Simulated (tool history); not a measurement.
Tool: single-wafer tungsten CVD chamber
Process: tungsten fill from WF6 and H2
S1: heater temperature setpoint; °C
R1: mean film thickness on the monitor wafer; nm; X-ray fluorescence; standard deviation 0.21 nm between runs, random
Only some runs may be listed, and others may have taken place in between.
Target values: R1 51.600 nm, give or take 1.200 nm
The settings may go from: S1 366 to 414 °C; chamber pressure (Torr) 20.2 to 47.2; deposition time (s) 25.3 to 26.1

{"run": 1, "hour": 0.0, "S1": 390, "chamber pressure (Torr)": 33.7, "deposition time (s)": 25.3, "R1": 63.349}
{"run": 2, "hour": 1.4, "S1": 387, "chamber pressure (Torr)": 33.6, "deposition time (s)": 25.3, "R1": 58.826}
{"run": 3, "hour": 5.8, "S1": 387, "chamber pressure (Torr)": 38.2, "deposition time (s)": 25.3, "R1": 62.323}
{"run": 4, "hour": 11.8, "S1": 385, "chamber pressure (Torr)": 38.1, "deposition time (s)": 25.3, "R1": 59.707}
{"run": 5, "hour": 18.8, "S1": 385, "chamber pressure (Torr)": 38.1, "deposition time (s)": 25.3, "R1": 59.611}
{"run": 6, "hour": 22.1, "S1": 385, "chamber pressure (Torr)": 38.1, "deposition time (s)": 26.1, "R1": 61.424}
{"run": 7, "hour": 29.2, "S1": 374, "chamber pressure (Torr)": 37.7, "deposition time (s)": 26.1, "R1": 47.858}
{"run": 8, "hour": 36.2, "S1": 375, "chamber pressure (Torr)": 37.7, "deposition time (s)": 26.1, "R1": 49.031}
{"run": 9, "hour": 37.1, "S1": 376, "chamber pressure (Torr)": 37.7, "deposition time (s)": 26.1, "R1": 50.584}

Pick the move, out of 4, that brings all results within their allowed miss; only one does.
{"run": "A", "hour": 38.0, "S1": 374, "chamber pressure (Torr)": 39.3, "deposition time (s)": 25.3, "R1": "?"}
{"run": "B", "hour": 38.0, "S1": 375, "chamber pressure (Torr)": 37.6, "deposition time (s)": 25.6, "R1": "?"}
{"run": "C", "hour": 38.0, "S1": 374, "chamber pressure (Torr)": 39.4, "deposition time (s)": 26.0, "R1": "?"}
{"run": "D", "hour": 38.0, "S1": 377, "chamber pressure (Torr)": 41.4, "deposition time (s)": 25.3, "R1": "?"}

move=A R1=47.110
move=B R1=47.794
move=C R1=48.476
move=D R1=51.617
A: moves away from the targets compared with the last run
B: moves away from the targets compared with the last run
C: moves away from the targets compared with the last run
D: every result within its allowed miss
The move that meets every target is D.
